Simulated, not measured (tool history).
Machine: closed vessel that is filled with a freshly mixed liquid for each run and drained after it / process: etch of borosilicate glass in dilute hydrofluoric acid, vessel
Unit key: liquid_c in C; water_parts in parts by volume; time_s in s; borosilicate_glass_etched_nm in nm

run	day	liquid_c	water_parts	time_s	borosilicate_glass_etched_nm
1	0.000	25.0	220	85	9.5015
2	0.071	25.0	220	85	9.5190
3	0.354	25.0	180	85	12.1850
4	0.467	26.0	175	85	13.0310
5	0.600	26.0	230	85	9.3069
6	0.829	27.0	220	85	10.1830
7	0.996	28.0	210	85	11.2650
8	1.079	28.5	200	85	12.1570
9	1.304	29.0	190	85	13.1340

Predict the results of run 10:
10	1.629	29.0	190	85	?

{"run 10": {"borosilicate_glass_etched_nm": 13.103}}
